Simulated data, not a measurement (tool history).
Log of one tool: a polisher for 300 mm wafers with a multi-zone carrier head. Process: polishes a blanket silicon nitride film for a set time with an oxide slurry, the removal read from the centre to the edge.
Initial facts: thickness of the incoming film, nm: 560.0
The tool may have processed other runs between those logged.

run  hour  flow of slurry (ml/min)  pressure of the head's centre zone  pressure of the head's middle zone  pressure of the head's edge zone  abrasive content of the slurry  polishing time (s)  film removed at the wafer's centre (Å)  film removed at mid-radius (Å)  film removed at the wafer's edge (Å)
  1   0.0                      180                                1.00                                1.00                              1.00                            1.00                  44                                  263.64                          262.22                                249.30
  2   0.6                      180                                0.99                                1.01                              0.97                            0.95                  44                                  257.12                          257.81                                235.14
  3   7.4                      170                                0.96                                1.01                              0.94                            0.90                  44                                  239.86                          252.40                                235.98
  4   8.2                      130                                0.96                                1.01                              0.94                            0.90                  44                                  226.94                          241.47                                221.71
  5   9.9                      165                                0.96                                1.01                              0.94                            0.90                  44                                  236.91                          253.27                                231.92
  6  16.4                      135                                0.96                                1.01                              0.94                            0.90                  44                                  230.18                          242.44                                223.21

Run 7 has not been measured yet. What should we expect?
     17.0  -- edge zone pressure recalibrated
  7  17.0                      130                                0.96                                1.03                              0.92                            0.85                  44                                       ?                               ?                                     ?

{"run 7": {"film removed at the wafer's centre (Å)": 224.58, "film removed at mid-radius (Å)": 238.54, "film removed at the wafer's edge (Å)": 223.61}}

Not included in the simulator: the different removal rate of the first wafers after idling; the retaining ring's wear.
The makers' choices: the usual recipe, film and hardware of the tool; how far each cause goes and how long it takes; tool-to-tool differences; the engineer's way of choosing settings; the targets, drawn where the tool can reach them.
